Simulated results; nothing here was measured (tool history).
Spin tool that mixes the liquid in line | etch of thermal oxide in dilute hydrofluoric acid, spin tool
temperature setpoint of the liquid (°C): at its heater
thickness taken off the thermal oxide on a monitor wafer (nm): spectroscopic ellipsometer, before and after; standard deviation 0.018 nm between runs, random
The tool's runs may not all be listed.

| run | hour | temperature setpoint of the liquid (°C) | parts of water to one part of 49 % hydrofluoric acid (parts by volume) | time under the liquid (s) | thickness taken off the thermal oxide on a monitor wafer (nm) |
|---|---|---|---|---|---|
| 1 | 0 | 21 | 70 | 80 | 5.3378 |
| 2 | 8.7 | 20 | 75 | 80 | 4.7265 |
| 3 | 15.8 | 20 | 75 | 60 | 3.5535 |
| 4 | 19.4 | 20 | 55 | 60 | 5.0237 |
| 5 | 23.9 | 19.5 | 60 | 60 | 4.4324 |
| 6 | 29.6 | 21.5 | 60 | 60 | 4.8054 |

Run 7 comes next. What will it give?
| 7 | 38.4 | 20.5 | 65 | 60 | ? |

{"run 7": {"thickness taken off the thermal oxide on a monitor wafer (nm)": 4.2157}}
